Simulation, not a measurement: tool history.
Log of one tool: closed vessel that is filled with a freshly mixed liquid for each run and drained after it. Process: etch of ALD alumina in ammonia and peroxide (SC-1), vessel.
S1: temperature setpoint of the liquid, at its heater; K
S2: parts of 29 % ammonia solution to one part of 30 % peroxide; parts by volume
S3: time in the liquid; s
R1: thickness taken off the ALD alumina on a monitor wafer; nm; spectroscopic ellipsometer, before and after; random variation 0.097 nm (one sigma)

| run | day | S1 | S2 | S3 | R1 |
|---|---|---|---|---|---|
| 1 | 0.000 | 331.15 | 0.6 | 655 | 52.215 |
| 2 | 0.050 | 331.15 | 0.6 | 705 | 56.371 |
| 3 | 0.158 | 327.65 | 0.6 | 705 | 46.816 |
| 4 | 0.546 | 331.65 | 0.6 | 705 | 57.664 |
| 5 | 0.875 | 331.65 | 0.4 | 705 | 55.375 |
| 6 | 0.992 | 329.15 | 0.4 | 705 | 48.755 |
| 7 | 1.154 | 327.15 | 0.4 | 705 | 43.871 |
| 8 | 1.433 | 325.65 | 0.4 | 705 | 40.564 |
| 9 | 1.496 | 324.15 | 0.4 | 705 | 37.370 |
| 10 | 1.550 | 323.15 | 0.4 | 705 | 35.095 |
| 11 | 1.638 | 322.65 | 0.4 | 705 | 34.267 |
| 12 | 1.896 | 322.15 | 0.4 | 705 | 33.597 |
| 13 | 2.083 | 321.65 | 0.4 | 705 | 32.320 |

The next listed run, before its measurement:
| 14 | 2.429 | 321.15 | 0.4 | 705 | ? |

Run 14 gave R1 31.398 nm.
